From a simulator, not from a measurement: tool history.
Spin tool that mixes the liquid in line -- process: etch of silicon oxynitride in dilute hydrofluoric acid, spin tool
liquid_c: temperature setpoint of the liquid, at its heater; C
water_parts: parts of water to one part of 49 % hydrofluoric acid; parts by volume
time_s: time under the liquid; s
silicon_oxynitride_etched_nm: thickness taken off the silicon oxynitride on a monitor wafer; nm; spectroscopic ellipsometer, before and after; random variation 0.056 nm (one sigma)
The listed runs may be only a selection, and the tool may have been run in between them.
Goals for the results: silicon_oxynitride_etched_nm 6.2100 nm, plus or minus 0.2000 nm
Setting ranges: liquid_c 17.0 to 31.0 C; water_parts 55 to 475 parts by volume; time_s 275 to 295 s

{"run": 1, "day": 0.0, "liquid_c": 23.0, "water_parts": 265, "time_s": 275, "silicon_oxynitride_etched_nm": 4.009}
{"run": 2, "day": 0.167, "liquid_c": 24.5, "water_parts": 265, "time_s": 275, "silicon_oxynitride_etched_nm": 4.2245}
{"run": 3, "day": 0.338, "liquid_c": 24.5, "water_parts": 265, "time_s": 295, "silicon_oxynitride_etched_nm": 4.5267}
{"run": 4, "day": 0.612, "liquid_c": 26.0, "water_parts": 255, "time_s": 295, "silicon_oxynitride_etched_nm": 5.0447}
{"run": 5, "day": 0.8, "liquid_c": 26.0, "water_parts": 255, "time_s": 295, "silicon_oxynitride_etched_nm": 5.0392}
{"run": 6, "day": 0.838, "liquid_c": 26.0, "water_parts": 255, "time_s": 275, "silicon_oxynitride_etched_nm": 4.7457}
{"run": 7, "day": 0.921, "liquid_c": 27.5, "water_parts": 250, "time_s": 275, "silicon_oxynitride_etched_nm": 5.2263}
{"run": 8, "day": 1.033, "liquid_c": 28.5, "water_parts": 250, "time_s": 275, "silicon_oxynitride_etched_nm": 5.4128}
{"run": 9, "day": 1.129, "liquid_c": 29.0, "water_parts": 250, "time_s": 275, "silicon_oxynitride_etched_nm": 5.531}

Exactly one of the 4 candidate moves below puts every result within its allowed miss. Which one?
{"run": "A", "day": 1.225, "liquid_c": 30.0, "water_parts": 295, "time_s": 295, "silicon_oxynitride_etched_nm": "?"}
{"run": "B", "day": 1.225, "liquid_c": 30.0, "water_parts": 235, "time_s": 275, "silicon_oxynitride_etched_nm": "?"}
{"run": "C", "day": 1.225, "liquid_c": 29.0, "water_parts": 255, "time_s": 275, "silicon_oxynitride_etched_nm": "?"}
{"run": "D", "day": 1.225, "liquid_c": 24.5, "water_parts": 220, "time_s": 275, "silicon_oxynitride_etched_nm": "?"}

move=A silicon_oxynitride_etched_nm=5.0555
move=B silicon_oxynitride_etched_nm=6.2208
move=C silicon_oxynitride_etched_nm=5.4106
move=D silicon_oxynitride_etched_nm=5.3255
A: moves away from the targets compared with the last run
B: hits every target within its allowed miss
C: moves away from the targets compared with the last run
D: moves away from the targets compared with the last run
Answer: B
